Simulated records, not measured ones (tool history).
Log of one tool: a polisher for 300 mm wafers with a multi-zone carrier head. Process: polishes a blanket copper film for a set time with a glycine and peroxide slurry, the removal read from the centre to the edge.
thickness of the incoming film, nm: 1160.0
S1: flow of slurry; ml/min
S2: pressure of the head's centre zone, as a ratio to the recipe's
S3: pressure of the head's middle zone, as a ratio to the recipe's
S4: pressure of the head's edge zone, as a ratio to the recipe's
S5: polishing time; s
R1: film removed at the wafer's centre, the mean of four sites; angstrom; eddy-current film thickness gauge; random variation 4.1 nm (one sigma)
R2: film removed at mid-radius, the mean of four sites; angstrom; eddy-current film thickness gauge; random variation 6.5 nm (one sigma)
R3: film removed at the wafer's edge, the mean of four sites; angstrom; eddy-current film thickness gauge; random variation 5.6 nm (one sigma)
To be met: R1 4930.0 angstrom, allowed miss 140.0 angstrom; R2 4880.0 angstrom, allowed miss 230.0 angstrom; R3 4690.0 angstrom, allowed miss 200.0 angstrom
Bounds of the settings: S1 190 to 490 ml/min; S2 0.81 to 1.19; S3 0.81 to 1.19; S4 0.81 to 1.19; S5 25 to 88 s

{"run": 1, "hour": 0.0, "S1": 315, "S2": 1.0, "S3": 1.0, "S4": 1.0, "S5": 56, "R1": 4281.8, "R2": 3988.8, "R3": 4029.2}
{"run": 2, "hour": 2.1, "S1": 315, "S2": 1.0, "S3": 1.0, "S4": 1.0, "S5": 45, "R1": 3428.0, "R2": 3170.4, "R3": 3270.0}
{"run": 3, "hour": 7.5, "S1": 315, "S2": 1.01, "S3": 1.03, "S4": 1.03, "S5": 48, "R1": 3685.9, "R2": 3444.4, "R3": 3509.9}
{"run": 4, "hour": 8.7, "S1": 315, "S2": 1.01, "S3": 1.03, "S4": 1.09, "S5": 48, "R1": 3646.1, "R2": 3399.9, "R3": 3658.2}
{"run": 5, "hour": 13.1, "S1": 315, "S2": 1.01, "S3": 1.03, "S4": 1.12, "S5": 48, "R1": 3603.1, "R2": 3491.1, "R3": 3739.9}
{"hour": 19.2, "done": "centre zone pressure recalibrated"}
{"run": 6, "hour": 19.2, "S1": 320, "S2": 1.03, "S3": 1.06, "S4": 1.13, "S5": 50, "R1": 3712.1, "R2": 3745.4, "R3": 3882.8}
{"run": 7, "hour": 22.2, "S1": 325, "S2": 1.06, "S3": 1.07, "S4": 1.13, "S5": 52, "R1": 3909.6, "R2": 3823.8, "R3": 3893.5}
{"run": 8, "hour": 27.5, "S1": 325, "S2": 1.07, "S3": 1.08, "S4": 1.13, "S5": 55, "R1": 4163.5, "R2": 4160.9, "R3": 4186.5}
{"run": 9, "hour": 31.1, "S1": 325, "S2": 1.09, "S3": 1.09, "S4": 1.13, "S5": 56, "R1": 4330.7, "R2": 4237.4, "R3": 4270.0}
{"run": 10, "hour": 37.7, "S1": 325, "S2": 1.09, "S3": 1.09, "S4": 1.13, "S5": 56, "R1": 4330.9, "R2": 4209.8, "R3": 4322.8}
{"run": 11, "hour": 45.7, "S1": 330, "S2": 1.1, "S3": 1.11, "S4": 1.13, "S5": 57, "R1": 4358.8, "R2": 4319.6, "R3": 4284.6}
{"run": 12, "hour": 50.8, "S1": 330, "S2": 1.11, "S3": 1.12, "S4": 1.13, "S5": 58, "R1": 4520.9, "R2": 4409.2, "R3": 4446.9}
{"run": 13, "hour": 56.4, "S1": 335, "S2": 1.12, "S3": 1.13, "S4": 1.12, "S5": 59, "R1": 4554.6, "R2": 4640.8, "R3": 4484.7}

Which of these 4 next moves meets every target?
{"run": "A", "hour": 62.0, "S1": 380, "S2": 1.04, "S3": 1.19, "S4": 1.01, "S5": 65, "R1": "?", "R2": "?", "R3": "?"}
{"run": "B", "hour": 62.0, "S1": 340, "S2": 1.16, "S3": 1.19, "S4": 1.08, "S5": 57, "R1": "?", "R2": "?", "R3": "?"}
{"run": "C", "hour": 62.0, "S1": 290, "S2": 1.19, "S3": 1.19, "S4": 0.89, "S5": 62, "R1": "?", "R2": "?", "R3": "?"}
{"run": "D", "hour": 62.0, "S1": 280, "S2": 1.13, "S3": 1.14, "S4": 1.07, "S5": 63, "R1": "?", "R2": "?", "R3": "?"}

move=A R1=4854.6 R2=5282.6 R3=4653.2
move=B R1=4518.6 R2=4600.0 R3=4196.4
move=C R1=4940.9 R2=4955.7 R3=4129.8
move=D R1=4847.7 R2=4867.3 R3=4576.7
A: brings the result that was furthest off to its target, and leaves another outside
B: further off than the last run
C: brings the result that was furthest off to its target, and leaves another outside
D: meets every target
Move D is the one to make.

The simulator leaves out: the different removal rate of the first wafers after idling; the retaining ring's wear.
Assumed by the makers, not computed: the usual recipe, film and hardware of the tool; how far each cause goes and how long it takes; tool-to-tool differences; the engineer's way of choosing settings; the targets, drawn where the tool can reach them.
